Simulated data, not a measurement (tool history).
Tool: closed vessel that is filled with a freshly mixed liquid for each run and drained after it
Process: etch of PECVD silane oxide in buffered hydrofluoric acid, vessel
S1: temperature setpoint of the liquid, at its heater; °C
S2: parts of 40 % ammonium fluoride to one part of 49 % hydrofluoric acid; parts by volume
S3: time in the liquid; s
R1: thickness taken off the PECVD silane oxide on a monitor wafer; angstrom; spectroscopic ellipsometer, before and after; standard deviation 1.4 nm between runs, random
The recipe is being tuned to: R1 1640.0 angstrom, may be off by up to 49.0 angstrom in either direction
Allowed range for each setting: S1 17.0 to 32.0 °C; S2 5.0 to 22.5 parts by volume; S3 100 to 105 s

Run 1, day 0.000: S1 24.0 °C, S2 13.5 parts by volume, S3 100 s. Result: R1 2911.7 angstrom.
Run 2, day 0.058: S1 21.5 °C, S2 14.5 parts by volume, S3 100 s. Result: R1 2345.7 angstrom.
Run 3, day 0.412: S1 21.5 °C, S2 14.5 parts by volume, S3 105 s. Result: R1 2453.5 angstrom.
Run 4, day 0.579: S1 21.5 °C, S2 12.5 parts by volume, S3 105 s. Result: R1 2869.7 angstrom.
Run 5, day 0.679: S1 20.0 °C, S2 14.0 parts by volume, S3 105 s. Result: R1 2357.2 angstrom.
Run 6, day 0.825: S1 19.0 °C, S2 15.0 parts by volume, S3 105 s. Result: R1 2066.6 angstrom.
Run 7, day 1.179: S1 18.5 °C, S2 15.5 parts by volume, S3 105 s. Result: R1 1927.9 angstrom.
Run 8, day 1.412: S1 18.0 °C, S2 16.0 parts by volume, S3 105 s. Result: R1 1837.9 angstrom.
Run 9, day 1.758: S1 17.5 °C, S2 16.5 parts by volume, S3 105 s. Result: R1 1725.8 angstrom.

Consider the 4 candidate settings below. Which is the only one whose results all fall within their allowed miss of target?
Run A, day 2.104: S1 18.0 °C, S2 16.0 parts by volume, S3 105 s. Result: R1 ?.
Run B, day 2.104: S1 17.5 °C, S2 15.0 parts by volume, S3 100 s. Result: R1 ?.
Run C, day 2.104: S1 18.5 °C, S2 16.0 parts by volume, S3 100 s. Result: R1 ?.
Run D, day 2.104: S1 17.5 °C, S2 17.5 parts by volume, S3 105 s. Result: R1 ?.

move      R1
   A  1845.0
   B  1819.9
   C  1807.7
   D  1641.5
A: its largest miss is bigger than the last run's
B: its largest miss is bigger than the last run's
C: its largest miss is bigger than the last run's
D: all results in spec
D is the move that brings every result within its allowed miss.
